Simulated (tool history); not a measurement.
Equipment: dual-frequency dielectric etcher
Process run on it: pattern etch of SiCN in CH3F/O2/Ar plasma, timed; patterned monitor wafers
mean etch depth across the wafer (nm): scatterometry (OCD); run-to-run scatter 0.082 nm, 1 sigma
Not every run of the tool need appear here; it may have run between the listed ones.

| run | day | source power (W) | bias power (W) | etch time (s) | mean etch depth across the wafer (nm) |
|---|---|---|---|---|---|
| 1 | 0.000 | 430 | 78 | 43.5 | 18.130 |
| 2 | 0.217 | 350 | 78 | 43.5 | 16.840 |
| 3 | 0.571 | 390 | 79 | 43.5 | 17.700 |
| 4 | 0.867 | 390 | 79 | 39.5 | 16.053 |
| 5 | 1.021 | 320 | 79 | 39.5 | 14.693 |
| 6 | 1.212 | 320 | 86 | 39.5 | 15.171 |
| 7 | 1.579 | 370 | 87 | 39.5 | 16.120 |
| 8 | 1.933 | 410 | 88 | 39.5 | 16.944 |

Run 9 comes next. What will it give?
| 9 | 2.271 | 500 | 96 | 40.0 | ? |

Logged for run 9: mean etch depth across the wafer (nm) 18.942.
